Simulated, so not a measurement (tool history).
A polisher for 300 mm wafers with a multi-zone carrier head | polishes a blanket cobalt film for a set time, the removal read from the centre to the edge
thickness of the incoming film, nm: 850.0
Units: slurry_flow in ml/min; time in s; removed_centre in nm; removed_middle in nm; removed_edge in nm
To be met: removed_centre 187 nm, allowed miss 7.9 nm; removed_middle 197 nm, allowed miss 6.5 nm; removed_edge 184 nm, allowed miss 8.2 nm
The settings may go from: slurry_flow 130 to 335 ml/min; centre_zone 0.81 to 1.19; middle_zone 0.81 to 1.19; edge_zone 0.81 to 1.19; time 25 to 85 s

{"run": 1, "hour": 0.0, "slurry_flow": 215, "centre_zone": 1, "middle_zone": 1, "edge_zone": 1, "time": 55, "removed_centre": 238.25, "removed_middle": 246.74, "removed_edge": 249.16}
{"run": 2, "hour": 1.2, "slurry_flow": 215, "centre_zone": 1, "middle_zone": 1, "edge_zone": 0.97, "time": 52, "removed_centre": 228.15, "removed_middle": 228.02, "removed_edge": 235.33}
{"run": 3, "hour": 5.6, "slurry_flow": 215, "centre_zone": 1, "middle_zone": 1, "edge_zone": 1.03, "time": 52, "removed_centre": 222.94, "removed_middle": 232.46, "removed_edge": 238.15}
{"run": 4, "hour": 10.0, "slurry_flow": 215, "centre_zone": 1.06, "middle_zone": 1, "edge_zone": 1.03, "time": 52, "removed_centre": 237.91, "removed_middle": 230.48, "removed_edge": 241.81}
{"hour": 15.4, "done": "slurry nozzle cleaned"}
{"run": 5, "hour": 15.4, "slurry_flow": 215, "centre_zone": 1.04, "middle_zone": 1.02, "edge_zone": 1, "time": 50, "removed_centre": 235.45, "removed_middle": 232.88, "removed_edge": 235.56}
{"run": 6, "hour": 19.7, "slurry_flow": 215, "centre_zone": 1, "middle_zone": 1.02, "edge_zone": 1, "time": 50, "removed_centre": 231.89, "removed_middle": 232.97, "removed_edge": 232.72}
{"run": 7, "hour": 23.8, "slurry_flow": 215, "centre_zone": 0.96, "middle_zone": 1.02, "edge_zone": 0.98, "time": 48, "removed_centre": 208.32, "removed_middle": 226.38, "removed_edge": 217.26}
{"run": 8, "hour": 32.2, "slurry_flow": 215, "centre_zone": 0.96, "middle_zone": 1.02, "edge_zone": 0.98, "time": 48, "removed_centre": 210.09, "removed_middle": 225.24, "removed_edge": 215.74}
{"run": 9, "hour": 36.7, "slurry_flow": 215, "centre_zone": 0.95, "middle_zone": 1.01, "edge_zone": 0.95, "time": 47, "removed_centre": 204.23, "removed_middle": 215.58, "removed_edge": 214.09}
{"run": 10, "hour": 41.2, "slurry_flow": 215, "centre_zone": 0.95, "middle_zone": 1.02, "edge_zone": 0.94, "time": 45, "removed_centre": 193.28, "removed_middle": 210.57, "removed_edge": 205.81}
{"run": 11, "hour": 46.9, "slurry_flow": 215, "centre_zone": 0.97, "middle_zone": 1.03, "edge_zone": 0.93, "time": 43, "removed_centre": 187.38, "removed_middle": 202.75, "removed_edge": 189.74}

5 next moves are on the table. One of them brings every result within its allowed miss. Which?
{"run": "A", "hour": 52.6, "slurry_flow": 185, "centre_zone": 1, "middle_zone": 1.03, "edge_zone": 0.91, "time": 43, "removed_centre": "?", "removed_middle": "?", "removed_edge": "?"}
{"run": "B", "hour": 52.6, "slurry_flow": 230, "centre_zone": 0.88, "middle_zone": 0.92, "edge_zone": 0.9, "time": 45, "removed_centre": "?", "removed_middle": "?", "removed_edge": "?"}
{"run": "C", "hour": 52.6, "slurry_flow": 230, "centre_zone": 0.91, "middle_zone": 1.02, "edge_zone": 0.96, "time": 44, "removed_centre": "?", "removed_middle": "?", "removed_edge": "?"}
{"run": "D", "hour": 52.6, "slurry_flow": 215, "centre_zone": 0.91, "middle_zone": 0.98, "edge_zone": 0.99, "time": 44, "removed_centre": "?", "removed_middle": "?", "removed_edge": "?"}
{"run": "E", "hour": 52.6, "slurry_flow": 215, "centre_zone": 0.96, "middle_zone": 1.12, "edge_zone": 0.86, "time": 42, "removed_centre": "?", "removed_middle": "?", "removed_edge": "?"}

move=A removed_centre=192.98 removed_middle=198.95 removed_edge=183.65
move=B removed_centre=188.93 removed_middle=196.02 removed_edge=196.42
move=C removed_centre=189.92 removed_middle=208.97 removed_edge=197.65
move=D removed_centre=187.84 removed_middle=200.08 removed_edge=199.24
move=E removed_centre=187.45 removed_middle=213.94 removed_edge=177.81
A: meets every target
B: brings the result that was furthest off to its target, and leaves another outside
C: further off than the last run
D: brings the result that was furthest off to its target, and leaves another outside
E: further off than the last run
The right move is A.

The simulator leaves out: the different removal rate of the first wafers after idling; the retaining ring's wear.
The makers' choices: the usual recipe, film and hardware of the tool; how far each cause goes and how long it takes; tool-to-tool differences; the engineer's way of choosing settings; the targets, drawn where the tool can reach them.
